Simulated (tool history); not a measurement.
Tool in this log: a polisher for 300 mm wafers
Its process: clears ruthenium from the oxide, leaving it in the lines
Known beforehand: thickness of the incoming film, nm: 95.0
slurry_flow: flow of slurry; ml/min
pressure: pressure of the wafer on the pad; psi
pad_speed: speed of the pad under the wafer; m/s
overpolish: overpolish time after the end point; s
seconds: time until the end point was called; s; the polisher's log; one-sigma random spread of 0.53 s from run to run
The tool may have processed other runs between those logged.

{"run": 1, "hour": 0.0, "slurry_flow": 205, "pressure": 2.0, "pad_speed": 1.0, "overpolish": 32, "seconds": 76.372}
{"run": 2, "hour": 4.2, "slurry_flow": 205, "pressure": 2.0, "pad_speed": 1.0, "overpolish": 35, "seconds": 78.206}
{"run": 3, "hour": 13.2, "slurry_flow": 205, "pressure": 2.2, "pad_speed": 1.0, "overpolish": 35, "seconds": 71.472}
{"run": 4, "hour": 16.3, "slurry_flow": 205, "pressure": 1.8, "pad_speed": 1.0, "overpolish": 35, "seconds": 86.098}
{"run": 5, "hour": 23.2, "slurry_flow": 205, "pressure": 1.8, "pad_speed": 1.08, "overpolish": 35, "seconds": 79.648}
{"run": 6, "hour": 31.4, "slurry_flow": 205, "pressure": 1.8, "pad_speed": 1.08, "overpolish": 32, "seconds": 79.34}

Forecast run 7:
{"run": 7, "hour": 39.4, "slurry_flow": 205, "pressure": 2.0, "pad_speed": 1.08, "overpolish": 32, "seconds": "?"}

Logged for run 7: seconds 73.225 s.
